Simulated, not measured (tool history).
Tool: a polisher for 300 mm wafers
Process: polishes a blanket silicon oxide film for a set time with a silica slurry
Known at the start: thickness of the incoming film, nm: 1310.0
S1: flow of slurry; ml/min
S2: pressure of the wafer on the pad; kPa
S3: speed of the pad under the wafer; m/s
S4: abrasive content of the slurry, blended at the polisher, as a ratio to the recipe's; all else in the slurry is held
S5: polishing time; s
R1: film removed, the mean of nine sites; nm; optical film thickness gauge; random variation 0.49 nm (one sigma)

{"run": 1, "hour": 0.0, "S1": 130, "S2": 31.0, "S3": 1.52, "S4": 1.0, "S5": 20, "R1": 99.187}
{"run": 2, "hour": 5.9, "S1": 100, "S2": 31.0, "S3": 1.52, "S4": 1.0, "S5": 20, "R1": 92.635}
{"run": 3, "hour": 13.4, "S1": 100, "S2": 31.0, "S3": 1.66, "S4": 1.0, "S5": 20, "R1": 100.57}
{"run": 4, "hour": 19.4, "S1": 100, "S2": 31.0, "S3": 1.66, "S4": 1.0, "S5": 18, "R1": 89.512}
{"run": 5, "hour": 22.2, "S1": 100, "S2": 31.0, "S3": 1.66, "S4": 1.0, "S5": 20, "R1": 99.258}
{"run": 6, "hour": 25.8, "S1": 100, "S2": 31.0, "S3": 1.96, "S4": 1.0, "S5": 20, "R1": 111.41}
{"run": 7, "hour": 28.8, "S1": 90, "S2": 22.1, "S3": 1.52, "S4": 0.95, "S5": 20, "R1": 64.946}
{"run": 8, "hour": 35.5, "S1": 90, "S2": 21.4, "S3": 1.52, "S4": 0.95, "S5": 20, "R1": 62.232}

The next listed run, before its measurement:
{"run": 9, "hour": 42.9, "S1": 85, "S2": 15.2, "S3": 1.5, "S4": 0.95, "S5": 20, "R1": "?"}

{"run 9": {"R1": 43.356}}
